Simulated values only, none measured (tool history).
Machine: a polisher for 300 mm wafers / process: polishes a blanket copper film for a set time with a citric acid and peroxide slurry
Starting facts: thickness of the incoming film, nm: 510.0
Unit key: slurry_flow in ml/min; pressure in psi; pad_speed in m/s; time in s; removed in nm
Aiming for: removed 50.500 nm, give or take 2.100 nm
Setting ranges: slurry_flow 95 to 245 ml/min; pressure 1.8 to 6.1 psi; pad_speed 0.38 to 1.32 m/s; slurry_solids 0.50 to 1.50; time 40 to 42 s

run,hour,slurry_flow,pressure,pad_speed,slurry_solids,time,removed
1,0.0,155,3.9,0.84,1.00,40,86.639
2,4.7,155,3.7,0.84,1.00,40,79.328
3,5.4,155,3.7,0.84,1.00,42,84.873
4,10.9,155,3.5,0.84,1.00,42,79.089
5,18.0,155,3.5,0.84,1.00,40,76.724
6,25.7,185,3.5,0.84,1.00,40,78.624
7,31.6,185,3.3,0.84,1.00,40,75.128
8,34.7,180,3.2,0.84,1.00,40,71.686
9,39.5,180,3.1,0.84,1.00,40,69.965
10,41.0,180,3.0,0.84,1.00,40,68.097
11,44.7,170,1.9,0.82,1.00,40,42.504
12,52.1,175,1.9,0.82,1.00,40,42.938
13,58.6,180,1.9,0.82,1.00,40,43.257
14,65.3,185,1.9,0.82,1.00,40,43.766
15,67.7,190,1.9,0.82,1.00,40,43.760
16,72.7,200,2.1,0.82,1.00,40,47.759

Pick the move, out of 4, that brings all results within their allowed miss; only one does.
A,77.7,205,2.6,0.68,1.05,41,?
B,77.7,195,2.4,0.86,0.90,41,?
C,77.7,195,2.4,0.86,0.95,40,?
D,77.7,195,2.7,0.76,0.80,42,?

move,removed
A,50.246
B,55.707
C,55.021
D,55.267
A: in spec on every target
B: moves the result that the last run missed by most past its target, out the other side
C: moves the result that the last run missed by most past its target, out the other side
D: moves the result that the last run missed by most past its target, out the other side
The right move is A.

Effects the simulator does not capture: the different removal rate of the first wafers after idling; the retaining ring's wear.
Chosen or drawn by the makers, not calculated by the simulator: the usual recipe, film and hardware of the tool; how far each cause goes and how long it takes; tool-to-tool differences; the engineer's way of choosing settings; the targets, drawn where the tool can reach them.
